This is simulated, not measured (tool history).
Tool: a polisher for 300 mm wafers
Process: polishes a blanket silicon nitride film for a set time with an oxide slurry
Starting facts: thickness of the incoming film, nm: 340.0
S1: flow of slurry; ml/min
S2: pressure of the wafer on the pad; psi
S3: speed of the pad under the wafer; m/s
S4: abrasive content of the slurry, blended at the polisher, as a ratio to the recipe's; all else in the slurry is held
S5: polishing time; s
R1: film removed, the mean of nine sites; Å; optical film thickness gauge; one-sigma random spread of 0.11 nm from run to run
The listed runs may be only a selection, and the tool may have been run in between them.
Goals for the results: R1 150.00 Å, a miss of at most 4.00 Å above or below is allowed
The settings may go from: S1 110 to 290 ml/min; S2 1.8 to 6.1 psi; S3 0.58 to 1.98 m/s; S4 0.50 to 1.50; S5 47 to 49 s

{"run": 1, "day": 0.0, "S1": 185, "S2": 3.9, "S3": 1.28, "S4": 1.0, "S5": 47, "R1": 421.49}
{"run": 2, "day": 0.217, "S1": 220, "S2": 3.9, "S3": 1.28, "S4": 1.0, "S5": 47, "R1": 427.45}
{"run": 3, "day": 0.533, "S1": 220, "S2": 3.9, "S3": 1.16, "S4": 1.0, "S5": 47, "R1": 392.08}
{"run": 4, "day": 0.658, "S1": 220, "S2": 3.6, "S3": 1.06, "S4": 1.0, "S5": 47, "R1": 339.57}
{"run": 5, "day": 0.696, "S1": 220, "S2": 3.6, "S3": 0.82, "S4": 1.0, "S5": 47, "R1": 276.58}
{"run": 6, "day": 1.0, "S1": 220, "S2": 2.9, "S3": 0.82, "S4": 1.0, "S5": 47, "R1": 224.32}
{"run": 7, "day": 1.021, "S1": 180, "S2": 1.8, "S3": 0.72, "S4": 1.0, "S5": 47, "R1": 125.1}
{"run": 8, "day": 1.3, "S1": 190, "S2": 1.8, "S3": 0.72, "S4": 1.0, "S5": 47, "R1": 125.69}
{"run": 9, "day": 1.483, "S1": 200, "S2": 1.8, "S3": 0.72, "S4": 1.0, "S5": 47, "R1": 126.8}
{"run": 10, "day": 1.779, "S1": 210, "S2": 1.8, "S3": 0.72, "S4": 1.0, "S5": 47, "R1": 125.82}
{"run": 11, "day": 1.992, "S1": 210, "S2": 1.9, "S3": 0.72, "S4": 1.0, "S5": 47, "R1": 134.29}
{"run": 12, "day": 2.354, "S1": 210, "S2": 1.9, "S3": 0.72, "S4": 1.0, "S5": 47, "R1": 134.62}
{"run": 13, "day": 2.504, "S1": 220, "S2": 1.9, "S3": 0.72, "S4": 1.0, "S5": 47, "R1": 137.11}
{"run": 14, "day": 2.771, "S1": 225, "S2": 1.9, "S3": 0.72, "S4": 1.0, "S5": 47, "R1": 136.88}
{"run": 15, "day": 2.796, "S1": 230, "S2": 1.9, "S3": 0.72, "S4": 1.0, "S5": 47, "R1": 137.37}
{"run": 16, "day": 2.942, "S1": 250, "S2": 2.2, "S3": 0.72, "S4": 1.0, "S5": 47, "R1": 158.52}
{"run": 17, "day": 3.125, "S1": 225, "S2": 2.2, "S3": 0.72, "S4": 1.0, "S5": 47, "R1": 156.34}
{"run": 18, "day": 3.188, "S1": 215, "S2": 2.0, "S3": 0.72, "S4": 1.0, "S5": 47, "R1": 142.71}
{"run": 19, "day": 3.542, "S1": 220, "S2": 2.0, "S3": 0.72, "S4": 1.0, "S5": 47, "R1": 141.54}
{"run": 20, "day": 3.779, "S1": 225, "S2": 2.0, "S3": 0.72, "S4": 1.0, "S5": 47, "R1": 143.13}
{"run": 21, "day": 3.908, "S1": 225, "S2": 2.0, "S3": 0.72, "S4": 1.0, "S5": 47, "R1": 141.73}
{"run": 22, "day": 4.254, "S1": 250, "S2": 2.2, "S3": 0.72, "S4": 1.0, "S5": 47, "R1": 158.22}
{"run": 23, "day": 4.629, "S1": 245, "S2": 2.2, "S3": 0.72, "S4": 1.0, "S5": 47, "R1": 156.75}
{"run": 24, "day": 4.854, "S1": 240, "S2": 2.2, "S3": 0.72, "S4": 1.0, "S5": 47, "R1": 155.94}
{"run": 25, "day": 5.142, "S1": 240, "S2": 2.2, "S3": 0.72, "S4": 1.0, "S5": 47, "R1": 158.63}
{"run": 26, "day": 5.217, "S1": 235, "S2": 2.2, "S3": 0.72, "S4": 1.0, "S5": 47, "R1": 157.38}

5 next moves are on the table. One of them brings every result within its allowed miss. Which?
{"run": "A", "day": 5.292, "S1": 195, "S2": 2.0, "S3": 0.66, "S4": 1.15, "S5": 47, "R1": "?"}
{"run": "B", "day": 5.292, "S1": 235, "S2": 2.6, "S3": 0.58, "S4": 0.95, "S5": 47, "R1": "?"}
{"run": "C", "day": 5.292, "S1": 205, "S2": 2.3, "S3": 0.66, "S4": 0.85, "S5": 49, "R1": "?"}
{"run": "D", "day": 5.292, "S1": 200, "S2": 2.2, "S3": 1.08, "S4": 0.75, "S5": 49, "R1": "?"}
{"run": "E", "day": 5.292, "S1": 230, "S2": 2.0, "S3": 0.74, "S4": 0.95, "S5": 47, "R1": "?"}

move=A R1=142.52
move=B R1=149.42
move=C R1=138.31
move=D R1=174.27
move=E R1=141.16
A: moves the result that the last run missed by most past its target, out the other side
B: meets every target
C: moves the result that the last run missed by most past its target, out the other side
D: further off than the last run
E: moves the result that the last run missed by most past its target, out the other side
Go with B: it meets all targets.
